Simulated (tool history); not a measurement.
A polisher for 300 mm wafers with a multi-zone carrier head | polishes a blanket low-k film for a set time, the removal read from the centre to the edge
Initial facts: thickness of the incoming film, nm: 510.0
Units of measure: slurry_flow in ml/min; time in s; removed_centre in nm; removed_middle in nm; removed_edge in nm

run	hour	slurry_flow	centre_zone	middle_zone	edge_zone	slurry_solids	time	removed_centre	removed_middle	removed_edge
1	0	125	1	1	1	1	59	11.431	11.431	11.221
2	3.8	130	0.99	0.99	1.05	1.15	64	13.509	13.807	14.086
3	12.7	140	1	0.99	1.09	1.25	65	14.776	14.912	15.543
4	18.8	145	1	0.99	1.12	1.35	66	15.599	16.124	16.337
5	21	145	1	0.94	1.12	1.35	66	15.694	15.414	16.526
6	23.4	150	0.99	0.94	1.14	1.4	68	16.064	15.746	17.429

For run 7, what comes out?
7	25.6	150	0.99	0.95	1.15	1.45	70	?	?	?

{"run 7": {"removed_centre": 17.024, "removed_middle": 17.041, "removed_edge": 18.331}}

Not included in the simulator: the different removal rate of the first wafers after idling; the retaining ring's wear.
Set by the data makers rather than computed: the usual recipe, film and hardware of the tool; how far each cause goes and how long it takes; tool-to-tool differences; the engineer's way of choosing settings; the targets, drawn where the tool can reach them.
